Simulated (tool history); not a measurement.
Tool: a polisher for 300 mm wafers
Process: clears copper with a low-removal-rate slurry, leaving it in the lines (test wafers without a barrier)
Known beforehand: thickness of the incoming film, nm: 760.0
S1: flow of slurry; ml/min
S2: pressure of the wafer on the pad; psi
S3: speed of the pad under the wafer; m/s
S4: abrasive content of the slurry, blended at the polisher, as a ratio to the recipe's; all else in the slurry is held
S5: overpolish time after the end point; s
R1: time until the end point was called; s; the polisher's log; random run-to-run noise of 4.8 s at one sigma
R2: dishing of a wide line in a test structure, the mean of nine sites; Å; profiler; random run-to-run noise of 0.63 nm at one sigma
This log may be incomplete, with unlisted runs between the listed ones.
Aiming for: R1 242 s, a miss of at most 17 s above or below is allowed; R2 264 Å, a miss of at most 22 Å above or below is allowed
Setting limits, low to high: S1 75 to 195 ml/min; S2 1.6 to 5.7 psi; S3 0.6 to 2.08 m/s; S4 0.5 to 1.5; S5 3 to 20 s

run 1 hour=0 | S1=125 S2=3.6 S3=1.34 S4=1 S5=10 | R1=144.56 R2=331.73
run 2 hour=6.2 | S1=125 S2=3.2 S3=1.32 S4=1 S5=11 | R1=164.4 R2=320.67
run 3 hour=11.7 | S1=125 S2=3.9 S3=1.32 S4=1 S5=11 | R1=136.59 R2=381.34
run 4 hour=13.5 | S1=125 S2=4.3 S3=1.32 S4=1 S5=11 | R1=119.4 R2=404.9
run 5 hour=21.6 | S1=125 S2=3.8 S3=1.3 S4=1 S5=11 | R1=141.57 R2=362.95
run 6 hour=23.6 | S1=125 S2=3.4 S3=1.28 S4=1 S5=11 | R1=161.52 R2=327.62
run 7 hour=30.7 | S1=125 S2=3.1 S3=1.26 S4=1 S5=11 | R1=174.39 R2=304.17
run 8 hour=39.3 | S1=125 S2=2.8 S3=1.24 S4=1 S5=11 | R1=203.16 R2=271.18
run 9 hour=48.3 | S1=125 S2=2.7 S3=1.24 S4=1 S5=11 | R1=208.77 R2=260.01

Consider the 5 candidate settings below. Which is the only one whose results all fall within their allowed miss of target?
run A hour=57.3 | S1=115 S2=2.7 S3=0.96 S4=0.9 S5=15 | R1=? R2=?
run B hour=57.3 | S1=135 S2=1.9 S3=1.16 S4=1.1 S5=19 | R1=? R2=?
run C hour=57.3 | S1=145 S2=2.7 S3=1.04 S4=0.95 S5=15 | R1=? R2=?
run D hour=57.3 | S1=105 S2=2.3 S3=1.12 S4=1 S5=12 | R1=? R2=?
run E hour=57.3 | S1=175 S2=3.6 S3=0.72 S4=1 S5=13 | R1=? R2=?

move=A R1=269.4 R2=264.94
move=B R1=287.33 R2=299.4
move=C R1=233.87 R2=296.8
move=D R1=269.78 R2=218.72
move=E R1=240.33 R2=260.86
A: moves the result that the last run missed by most past its target, out the other side
B: moves the result that the last run missed by most past its target, out the other side
C: corrects the largest miss of the last run, while another result sits out of spec
D: moves the result that the last run missed by most past its target, out the other side
E: every result within its allowed miss
The move that meets every target is E.
